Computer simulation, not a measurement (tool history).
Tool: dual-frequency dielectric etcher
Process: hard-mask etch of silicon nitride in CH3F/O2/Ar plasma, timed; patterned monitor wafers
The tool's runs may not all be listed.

| run | hour | source power (kW) | bias power (kW) | etch time (s) | mean etch depth across the wafer (angstrom) |
|---|---|---|---|---|---|
| 1 | 0.0 | 0.330 | 0.058 | 161.0 | 1154.1 |
| 2 | 5.3 | 0.310 | 0.057 | 161.0 | 1121.3 |
| 3 | 6.6 | 0.310 | 0.066 | 161.0 | 1175.2 |
| 4 | 8.1 | 0.290 | 0.065 | 161.0 | 1145.1 |
| 5 | 13.5 | 0.310 | 0.065 | 161.0 | 1167.6 |
| 6 | 14.2 | 0.330 | 0.065 | 161.0 | 1192.9 |

Forecast run 7:
| 7 | 22.9 | 0.270 | 0.056 | 161.0 | ? |

mean etch depth across the wafer (angstrom): 1077.6
